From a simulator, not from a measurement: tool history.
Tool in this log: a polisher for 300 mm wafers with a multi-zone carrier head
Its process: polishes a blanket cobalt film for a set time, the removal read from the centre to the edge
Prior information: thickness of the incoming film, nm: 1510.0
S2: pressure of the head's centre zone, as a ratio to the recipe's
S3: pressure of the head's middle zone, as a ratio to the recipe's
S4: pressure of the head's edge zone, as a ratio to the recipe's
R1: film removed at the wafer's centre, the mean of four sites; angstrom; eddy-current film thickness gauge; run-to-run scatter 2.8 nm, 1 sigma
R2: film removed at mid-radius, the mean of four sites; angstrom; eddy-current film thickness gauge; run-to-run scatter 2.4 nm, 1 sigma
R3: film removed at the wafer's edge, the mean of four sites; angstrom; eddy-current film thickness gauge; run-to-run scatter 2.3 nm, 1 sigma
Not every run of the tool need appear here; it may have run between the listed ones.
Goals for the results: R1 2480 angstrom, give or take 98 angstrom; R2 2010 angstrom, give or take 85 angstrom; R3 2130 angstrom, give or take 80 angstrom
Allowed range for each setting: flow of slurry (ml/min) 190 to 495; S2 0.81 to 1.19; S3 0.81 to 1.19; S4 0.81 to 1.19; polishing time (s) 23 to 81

Run 1, hour 0: flow of slurry (ml/min) 320, S2 1, S3 1, S4 1, polishing time (s) 52. Result: R1 3313 angstrom, R2 3253.5 angstrom, R3 3338.6 angstrom.
Run 2, hour 2.4: flow of slurry (ml/min) 320, S2 0.92, S3 1, S4 1, polishing time (s) 52. Result: R1 3068.8 angstrom, R2 3306.1 angstrom, R3 3295.2 angstrom.
Run 3, hour 8.1: flow of slurry (ml/min) 320, S2 0.95, S3 0.98, S4 0.97, polishing time (s) 48. Result: R1 2906.4 angstrom, R2 2957.1 angstrom, R3 2982.9 angstrom.
Run 4, hour 13.1: flow of slurry (ml/min) 320, S2 0.95, S3 0.98, S4 0.97, polishing time (s) 55. Result: R1 3323.5 angstrom, R2 3470.3 angstrom, R3 3441.5 angstrom.
Run 5, hour 14.9: flow of slurry (ml/min) 320, S2 0.97, S3 0.96, S4 0.95, polishing time (s) 51. Result: R1 3170.9 angstrom, R2 3133.1 angstrom, R3 3183 angstrom.
Run 6, hour 18.5: flow of slurry (ml/min) 320, S2 0.97, S3 0.96, S4 0.95, polishing time (s) 43. Result: R1 2676.7 angstrom, R2 2629.4 angstrom, R3 2656.6 angstrom.
Run 7, hour 24.1: flow of slurry (ml/min) 320, S2 0.99, S3 0.94, S4 0.93, polishing time (s) 41. Result: R1 2617.1 angstrom, R2 2470.7 angstrom, R3 2493 angstrom.
Run 8, hour 31.8: flow of slurry (ml/min) 320, S2 1, S3 0.92, S4 0.92, polishing time (s) 40. Result: R1 2548.6 angstrom, R2 2345.5 angstrom, R3 2415.3 angstrom.
Run 9, hour 39.3: flow of slurry (ml/min) 320, S2 1.01, S3 0.9, S4 0.9, polishing time (s) 40. Result: R1 2597.2 angstrom, R2 2336.9 angstrom, R3 2389.4 angstrom.
Run 10, hour 46.5: flow of slurry (ml/min) 320, S2 1.02, S3 0.88, S4 0.89, polishing time (s) 39. Result: R1 2581.1 angstrom, R2 2214.6 angstrom, R3 2383.7 angstrom.
Run 11, hour 47.9: flow of slurry (ml/min) 320, S2 1.03, S3 0.88, S4 0.88, polishing time (s) 38. Result: R1 2506.3 angstrom, R2 2154 angstrom, R3 2240.7 angstrom.
Run 12, hour 53.6: flow of slurry (ml/min) 320, S2 1.03, S3 0.88, S4 0.88, polishing time (s) 38. Result: R1 2564.6 angstrom, R2 2181.2 angstrom, R3 2267.8 angstrom.
Run 13, hour 62.6: flow of slurry (ml/min) 320, S2 1.03, S3 0.88, S4 0.88, polishing time (s) 38. Result: R1 2495.1 angstrom, R2 2171.7 angstrom, R3 2233.1 angstrom.
Run 14, hour 63.8: flow of slurry (ml/min) 320, S2 1.03, S3 0.87, S4 0.87, polishing time (s) 38. Result: R1 2454.2 angstrom, R2 2189.7 angstrom, R3 2243.5 angstrom.
Run 15, hour 71.1: flow of slurry (ml/min) 320, S2 1.04, S3 0.86, S4 0.87, polishing time (s) 38. Result: R1 2567.5 angstrom, R2 2121.6 angstrom, R3 2290.7 angstrom.

5 candidate next runs follow, results not yet known. Just one meets every target within its allowed miss. Identify it.
Run A, hour 78.4: flow of slurry (ml/min) 405, S2 1.1, S3 0.9, S4 0.91, polishing time (s) 34. Result: R1 ?, R2 ?, R3 ?.
Run B, hour 78.4: flow of slurry (ml/min) 290, S2 1.05, S3 0.97, S4 0.81, polishing time (s) 37. Result: R1 ?, R2 ?, R3 ?.
Run C, hour 78.4: flow of slurry (ml/min) 270, S2 1.09, S3 0.88, S4 1.03, polishing time (s) 38. Result: R1 ?, R2 ?, R3 ?.
Run D, hour 78.4: flow of slurry (ml/min) 330, S2 1.09, S3 0.81, S4 0.87, polishing time (s) 38. Result: R1 ?, R2 ?, R3 ?.
Run E, hour 78.4: flow of slurry (ml/min) 285, S2 1.09, S3 0.81, S4 0.86, polishing time (s) 36. Result: R1 ?, R2 ?, R3 ?.

move      R1      R2      R3
   A  2445.1  2027.4  2072.6
   B  2454.5  2277.7    2095
   C  2591.6  2137.8  2376.1
   D    2654  2041.9  2244.3
   E  2471.6  1904.7  2090.9
A: every result lands within tolerance
B: the furthest-off result lands on target, but another misses its tolerance
C: lands further from the targets than the last run did
D: gains on the last run, yet a result remains outside its allowed miss
E: the furthest-off result lands on target, but another misses its tolerance
Go with A: it meets all targets.
